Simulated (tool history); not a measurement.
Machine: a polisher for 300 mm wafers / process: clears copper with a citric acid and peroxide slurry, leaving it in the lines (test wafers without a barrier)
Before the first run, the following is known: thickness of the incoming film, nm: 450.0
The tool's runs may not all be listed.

run  hour  flow of slurry (ml/min)  pressure of the wafer on the pad (psi)  speed of the pad under the wafer (m/s)  abrasive content of the slurry  overpolish time after the end point (s)  time until the end point was called (s)  dishing of a wide line in a test structure (Å)
  1   0.0                      240                                     3.7                                    1.30                             1.0                                       14                                   124.36                                          346.03
  2   6.1                      240                                     3.7                                    1.30                             0.8                                       14                                   133.41                                          330.64
  3   9.9                      235                                     3.8                                    1.30                             0.8                                       16                                   126.45                                          376.33
  4  15.9                      235                                     3.8                                    1.30                             0.8                                       13                                   127.90                                          315.10
  5  24.5                      235                                     3.8                                    1.62                             0.8                                       13                                   107.20                                          371.97
  6  29.3                      235                                     3.6                                    1.62                             0.8                                       15                                   110.78                                          409.91

Run 7, settings as shown, results not yet in. Your forecast:
  7  33.6                      235                                     3.4                                    1.62                             0.8                                       17                                        ?                                               ?

Logged for run 7: time until the end point was called (s) 112.43, dishing of a wide line in a test structure (Å) 427.22.

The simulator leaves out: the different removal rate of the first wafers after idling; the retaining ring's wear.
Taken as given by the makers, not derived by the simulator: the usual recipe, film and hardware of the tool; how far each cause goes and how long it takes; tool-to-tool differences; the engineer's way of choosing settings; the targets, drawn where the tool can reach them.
